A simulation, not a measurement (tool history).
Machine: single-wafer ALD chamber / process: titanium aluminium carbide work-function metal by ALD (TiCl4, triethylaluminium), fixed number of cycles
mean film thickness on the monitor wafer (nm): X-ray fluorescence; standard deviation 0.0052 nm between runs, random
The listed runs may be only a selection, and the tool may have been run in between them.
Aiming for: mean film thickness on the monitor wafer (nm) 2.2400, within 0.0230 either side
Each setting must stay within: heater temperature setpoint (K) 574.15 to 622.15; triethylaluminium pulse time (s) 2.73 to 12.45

run	hour	heater temperature setpoint (K)	triethylaluminium pulse time (s)	mean film thickness on the monitor wafer (nm)
1	0.0	598.15	7.59	1.9730
2	7.4	598.15	8.44	2.0127
3	11.9	604.15	8.67	2.0687
4	15.5	608.15	8.92	2.1038
5	18.3	611.15	9.19	2.1383
6	19.6	616.15	9.19	2.1787
7	20.9	617.15	9.30	2.1916
8	27.2	618.15	9.38	2.1990

Pick the move, out of 4, that brings all results within their allowed miss; only one does.
A	33.5	620.15	10.67	?
B	33.5	616.15	8.49	?
C	33.5	616.15	9.19	?
D	33.5	617.15	8.84	?

move	mean film thickness on the monitor wafer (nm)
A	2.2490
B	2.1522
C	2.1804
D	2.1745
A: every result lands within tolerance
B: the biggest miss grows against the last run
C: the biggest miss grows against the last run
D: the biggest miss grows against the last run
Move A is the one to make.

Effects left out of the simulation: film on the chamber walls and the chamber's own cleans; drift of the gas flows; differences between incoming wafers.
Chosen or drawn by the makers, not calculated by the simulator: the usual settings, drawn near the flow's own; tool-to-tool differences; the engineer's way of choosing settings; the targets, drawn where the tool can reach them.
